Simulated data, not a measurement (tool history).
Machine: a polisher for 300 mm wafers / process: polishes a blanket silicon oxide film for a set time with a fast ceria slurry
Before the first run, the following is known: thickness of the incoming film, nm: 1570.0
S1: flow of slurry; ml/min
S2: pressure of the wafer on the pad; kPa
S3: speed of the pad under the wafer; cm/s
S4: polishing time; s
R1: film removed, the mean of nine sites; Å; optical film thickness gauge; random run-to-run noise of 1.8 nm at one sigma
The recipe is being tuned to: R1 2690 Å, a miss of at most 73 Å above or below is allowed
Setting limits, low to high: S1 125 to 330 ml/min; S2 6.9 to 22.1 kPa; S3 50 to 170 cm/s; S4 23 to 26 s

run  hour   S1    S2   S3  S4      R1
  1     0  210  14.5  110  26  4266.7
  2   5.1  175  14.5  110  26  4205.8
  3  12.6  175  13.1  110  26  3871.2
  4  13.6  175  11.7  110  26  3642.7
  5  19.4  175     9  110  26  3063.7
  6  23.9  175     9  134  26  3643.9
  7  30.5  175   8.3  130  26  3425.4
     35.3  -- head pressure recalibrated
  8  35.3  175   8.3  126  26  3136.5
  9    36  175   8.3  124  26  3041.5

Pick the move, out of 4, that brings all results within their allowed miss; only one does.
  A  36.7  170  9.7  136  23   ?
  B  36.7  125  8.3  132  23   ?
  C  36.7  170  7.6  118  24   ?
  D  36.7  205  7.6  120  23   ?

move      R1
   A  3241.5
   B  2685.3
   C  2553.4
   D  2562.9
A: further off than the last run
B: every result within its allowed miss
C: the result that was furthest off in the last run now lies on the other side of its target
D: the result that was furthest off in the last run now lies on the other side of its target
The right move is B.

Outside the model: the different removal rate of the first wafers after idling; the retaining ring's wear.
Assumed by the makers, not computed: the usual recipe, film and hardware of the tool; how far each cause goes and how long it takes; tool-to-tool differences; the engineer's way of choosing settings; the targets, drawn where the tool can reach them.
